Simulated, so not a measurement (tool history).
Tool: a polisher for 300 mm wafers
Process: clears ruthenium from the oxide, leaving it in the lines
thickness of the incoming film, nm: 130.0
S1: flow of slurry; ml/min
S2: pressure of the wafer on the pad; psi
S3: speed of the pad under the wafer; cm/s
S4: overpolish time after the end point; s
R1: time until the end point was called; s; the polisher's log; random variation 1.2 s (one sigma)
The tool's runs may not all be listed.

run	hour	S1	S2	S3	S4	R1
1	0	155	2	108	12	100.49
2	7.7	155	2	108	13	101.55
3	15.1	150	1.9	108	13	107.81
4	16.8	150	2.2	108	13	93.233
5	18.4	145	2	108	13	104.4
6	24.6	135	1.9	108	13	108.76
7	33.6	135	1.8	108	13	116.63

The next listed run, before its measurement:
8	35.6	115	1.4	108	13	?

R1: 152.41 s

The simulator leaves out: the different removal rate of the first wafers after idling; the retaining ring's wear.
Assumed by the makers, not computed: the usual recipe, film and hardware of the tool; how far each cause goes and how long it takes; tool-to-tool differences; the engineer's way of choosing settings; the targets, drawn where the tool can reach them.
